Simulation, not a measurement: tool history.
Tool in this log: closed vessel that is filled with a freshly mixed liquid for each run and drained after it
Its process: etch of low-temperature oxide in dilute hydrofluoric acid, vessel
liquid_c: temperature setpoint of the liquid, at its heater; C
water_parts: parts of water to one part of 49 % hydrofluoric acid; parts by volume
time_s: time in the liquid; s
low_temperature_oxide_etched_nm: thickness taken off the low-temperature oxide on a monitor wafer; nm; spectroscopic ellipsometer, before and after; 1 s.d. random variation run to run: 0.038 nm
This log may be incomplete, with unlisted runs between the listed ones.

| run | hour | liquid_c | water_parts | time_s | low_temperature_oxide_etched_nm |
|---|---|---|---|---|---|
| 1 | 0 | 20 | 145 | 40 | 3.8709 |
| 2 | 6.2 | 20 | 105 | 40 | 5.6389 |
| 3 | 9.1 | 20 | 105 | 30 | 4.2683 |
| 4 | 15 | 21 | 105 | 30 | 4.3495 |
| 5 | 19.3 | 21 | 80 | 30 | 5.9961 |
| 6 | 23.6 | 24 | 80 | 30 | 6.7801 |
| 7 | 28.4 | 22.5 | 80 | 30 | 6.3621 |

Run 8, settings as shown, results not yet in. Your forecast:
| 8 | 34.5 | 21.5 | 80 | 30 | ? |

low_temperature_oxide_etched_nm: 6.0871 nm
